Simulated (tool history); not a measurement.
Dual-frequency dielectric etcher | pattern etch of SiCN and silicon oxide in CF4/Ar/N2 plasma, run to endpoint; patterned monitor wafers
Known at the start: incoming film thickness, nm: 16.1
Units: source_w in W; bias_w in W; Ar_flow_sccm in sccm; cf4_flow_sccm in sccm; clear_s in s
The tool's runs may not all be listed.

run	hour	source_w	bias_w	Ar_flow_sccm	cf4_flow_sccm	clear_s
1	0.0	590	81	74	60	14.618
2	5.6	590	81	74	66	14.525
3	14.1	630	82	74	66	13.461
4	16.1	630	82	74	73	13.231
5	19.6	630	82	74	67	13.485
6	23.1	630	82	74	71	13.251
7	25.7	660	82	74	71	12.676
8	30.5	680	82	74	71	12.262
9	33.3	700	82	74	71	11.918

The next listed run, before its measurement:
10	40.6	710	82	74	71	?

clear_s: 11.714 s
